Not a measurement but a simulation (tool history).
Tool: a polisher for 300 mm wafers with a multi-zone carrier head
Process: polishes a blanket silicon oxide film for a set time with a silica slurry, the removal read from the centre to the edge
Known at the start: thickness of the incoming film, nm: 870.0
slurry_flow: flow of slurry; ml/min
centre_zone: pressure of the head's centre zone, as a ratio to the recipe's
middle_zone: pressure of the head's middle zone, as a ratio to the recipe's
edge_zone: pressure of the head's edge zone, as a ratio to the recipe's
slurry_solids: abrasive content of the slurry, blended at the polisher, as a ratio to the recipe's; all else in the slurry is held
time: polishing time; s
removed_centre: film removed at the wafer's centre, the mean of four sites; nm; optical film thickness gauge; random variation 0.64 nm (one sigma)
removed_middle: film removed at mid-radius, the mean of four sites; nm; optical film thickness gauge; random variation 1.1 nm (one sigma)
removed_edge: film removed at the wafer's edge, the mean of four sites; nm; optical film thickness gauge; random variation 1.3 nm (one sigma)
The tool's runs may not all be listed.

{"run": 1, "hour": 0.0, "slurry_flow": 270, "centre_zone": 1, "middle_zone": 1, "edge_zone": 1, "slurry_solids": 1, "time": 90, "removed_centre": 246.45, "removed_middle": 240.31, "removed_edge": 252.99}
{"run": 2, "hour": 4.2, "slurry_flow": 270, "centre_zone": 1, "middle_zone": 1, "edge_zone": 0.94, "slurry_solids": 1, "time": 90, "removed_centre": 246.77, "removed_middle": 241.18, "removed_edge": 250.76}
{"run": 3, "hour": 7.8, "slurry_flow": 270, "centre_zone": 1, "middle_zone": 1.07, "edge_zone": 0.94, "slurry_solids": 1, "time": 90, "removed_centre": 247.52, "removed_middle": 254.61, "removed_edge": 248.03}
{"run": 4, "hour": 16.5, "slurry_flow": 240, "centre_zone": 0.99, "middle_zone": 1, "edge_zone": 0.91, "slurry_solids": 0.85, "time": 74, "removed_centre": 191.58, "removed_middle": 190.14, "removed_edge": 184.5}
{"run": 5, "hour": 18.2, "slurry_flow": 240, "centre_zone": 0.99, "middle_zone": 1, "edge_zone": 0.91, "slurry_solids": 0.7, "time": 74, "removed_centre": 174.99, "removed_middle": 176.62, "removed_edge": 175.94}
{"run": 6, "hour": 22.7, "slurry_flow": 240, "centre_zone": 0.99, "middle_zone": 1, "edge_zone": 0.91, "slurry_solids": 0.7, "time": 62, "removed_centre": 149.23, "removed_middle": 148.21, "removed_edge": 148.05}
{"run": 7, "hour": 29.6, "slurry_flow": 245, "centre_zone": 0.99, "middle_zone": 0.96, "edge_zone": 0.92, "slurry_solids": 0.65, "time": 56, "removed_centre": 131.17, "removed_middle": 124.41, "removed_edge": 129.03}

The next listed run, before its measurement:
{"run": 8, "hour": 36.0, "slurry_flow": 245, "centre_zone": 0.97, "middle_zone": 0.92, "edge_zone": 0.92, "slurry_solids": 0.6, "time": 55, "removed_centre": "?", "removed_middle": "?", "removed_edge": "?"}

Run 8 gave removed_centre 123.23 nm, removed_middle 113.12 nm, removed_edge 123.15 nm.

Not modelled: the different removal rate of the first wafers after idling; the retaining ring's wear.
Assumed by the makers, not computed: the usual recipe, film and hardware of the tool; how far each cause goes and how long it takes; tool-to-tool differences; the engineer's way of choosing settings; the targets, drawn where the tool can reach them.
